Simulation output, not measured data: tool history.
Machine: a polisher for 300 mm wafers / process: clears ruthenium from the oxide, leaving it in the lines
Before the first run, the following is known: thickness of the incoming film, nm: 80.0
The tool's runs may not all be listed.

run  hour  flow of slurry (ml/min)  pressure of the wafer on the pad (kPa)  speed of the pad under the wafer (m/s)  overpolish time after the end point (s)  time until the end point was called (s)
  1   0.0                      200                                    11.0                                    1.06                                       38                                   83.362
  2   7.5                      245                                    11.0                                    1.06                                       38                                   79.409
  3  16.5                      245                                    10.3                                    1.04                                       38                                   83.815
  4  24.1                      245                                    10.3                                    1.04                                       41                                   83.629
  5  29.0                      245                                    10.3                                    1.04                                       38                                   87.080
  6  33.7                      245                                     9.7                                    1.04                                       38                                   89.667
  7  38.8                      245                                     9.0                                    1.04                                       38                                   94.831

Run 8 comes next. What will it give?
  8  46.6                      245                                     8.3                                    1.04                                       38                                        ?

Run 8 gave time until the end point was called (s) 105.670.

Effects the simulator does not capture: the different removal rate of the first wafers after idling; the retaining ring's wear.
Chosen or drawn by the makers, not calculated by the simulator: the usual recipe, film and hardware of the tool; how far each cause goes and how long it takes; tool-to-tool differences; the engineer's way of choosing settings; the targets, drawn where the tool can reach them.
